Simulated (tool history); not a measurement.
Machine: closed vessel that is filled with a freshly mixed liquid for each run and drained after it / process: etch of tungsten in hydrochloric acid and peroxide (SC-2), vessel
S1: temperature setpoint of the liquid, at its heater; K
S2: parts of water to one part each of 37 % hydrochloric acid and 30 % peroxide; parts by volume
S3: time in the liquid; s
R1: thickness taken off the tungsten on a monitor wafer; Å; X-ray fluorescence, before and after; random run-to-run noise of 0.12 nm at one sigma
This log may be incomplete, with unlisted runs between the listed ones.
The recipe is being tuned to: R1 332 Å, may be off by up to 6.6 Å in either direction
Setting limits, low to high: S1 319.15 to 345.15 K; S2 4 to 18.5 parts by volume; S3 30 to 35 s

| run | hour | S1 | S2 | S3 | R1 |
|---|---|---|---|---|---|
| 1 | 0 | 335.15 | 10.5 | 35 | 170.82 |
| 2 | 3.8 | 331.15 | 10.5 | 35 | 132.81 |
| 3 | 9.7 | 331.15 | 7.5 | 35 | 174.64 |
| 4 | 14.5 | 333.15 | 7.5 | 35 | 198.57 |
|  | 20.2 | new drum of peroxide connected |
| 5 | 20.2 | 333.15 | 7.5 | 30 | 182.78 |
| 6 | 23.4 | 335.15 | 7.5 | 30 | 206.62 |
| 7 | 30.6 | 336.65 | 7.5 | 30 | 228.14 |
| 8 | 37 | 337.65 | 7.5 | 30 | 241.11 |
| 9 | 40.3 | 338.65 | 7.5 | 30 | 255.06 |
| 10 | 46.8 | 339.65 | 7.5 | 30 | 272.75 |
| 11 | 52.6 | 340.15 | 7.5 | 30 | 282.48 |
| 12 | 56 | 340.65 | 7.5 | 30 | 289.24 |

Below are 4 possible settings for the next run. Only one of them brings all results inside the allowed miss of their targets. Which is it?
| A | 59.4 | 339.15 | 6 | 30 | ? |
| B | 59.4 | 340.65 | 10.5 | 35 | ? |
| C | 59.4 | 336.65 | 4.5 | 30 | ? |
| D | 59.4 | 336.15 | 4.5 | 30 | ? |

| move | R1 |
|---|---|
| A | 315.27 |
| B | 257.67 |
| C | 333.16 |
| D | 323.06 |
A: better than the last run, though not everything is in spec
B: moves away from the targets compared with the last run
C: hits every target within its allowed miss
D: better than the last run, though not everything is in spec
Answer: C
